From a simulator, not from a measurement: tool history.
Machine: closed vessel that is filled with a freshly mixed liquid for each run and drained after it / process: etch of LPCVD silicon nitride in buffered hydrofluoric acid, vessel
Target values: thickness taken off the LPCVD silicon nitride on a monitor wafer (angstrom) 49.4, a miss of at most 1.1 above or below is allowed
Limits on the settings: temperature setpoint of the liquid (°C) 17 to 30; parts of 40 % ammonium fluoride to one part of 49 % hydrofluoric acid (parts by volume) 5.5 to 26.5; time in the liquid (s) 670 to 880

run  hour  temperature setpoint of the liquid (°C)  parts of 40 % ammonium fluoride to one part of 49 % hydrofluoric acid (parts by volume)  time in the liquid (s)  thickness taken off the LPCVD silicon nitride on a monitor wafer (angstrom)
  1     0                                       22                                                                                       16                     880                                                                       69.439
  2   4.8                                       21                                                                                       16                     880                                                                       65.373
  3   9.5                                     20.5                                                                                       16                     880                                                                       63.701
  4    18                                     20.5                                                                                       12                     880                                                                        83.71
  5  19.7                                       20                                                                                       13                     880                                                                         75.2
  6  23.5                                     22.5                                                                                       13                     880                                                                       87.256
  7  27.5                                     21.5                                                                                     13.5                     880                                                                       79.696
  8  35.8                                     21.5                                                                                     13.5                     880                                                                       79.791
  9  42.1                                       21                                                                                       14                     880                                                                       74.577
 10  44.2                                     20.5                                                                                     14.5                     880                                                                       70.341
 11  52.2                                     20.5                                                                                     14.5                     880                                                                       70.883
 12    60                                       20                                                                                       15                     880                                                                       65.635
 13  62.9                                     19.5                                                                                       15                     880                                                                       64.218
 14  72.7                                       19                                                                                     15.5                     880                                                                       60.582
 15  81.4                                     18.5                                                                                     15.5                     880                                                                       58.754
 16    86                                     17.5                                                                                     16.5                     880                                                                       52.209

Next run, 5 choices. One meets every target within its allowed miss, the rest don't. Which?
  A  90.6                                     19.5                                                                                       17                     810                                                                            ?
  B  90.6                                       17                                                                                     15.5                     850                                                                            ?
  C  90.6                                     18.5                                                                                     17.5                     865                                                                            ?
  D  90.6                                       17                                                                                       17                     880                                                                            ?
  E  90.6                                       20                                                                                     18.5                     840                                                                            ?

move  thickness taken off the LPCVD silicon nitride on a monitor wafer (angstrom)
   A                                                                       52.421
   B                                                                       52.285
   C                                                                       51.415
   D                                                                       49.418
   E                                                                       51.436
A: further off than the last run
B: no better and no worse than the last run
C: gains on the last run, yet a result remains outside its allowed miss
D: every result within its allowed miss
E: gains on the last run, yet a result remains outside its allowed miss
Answer: D
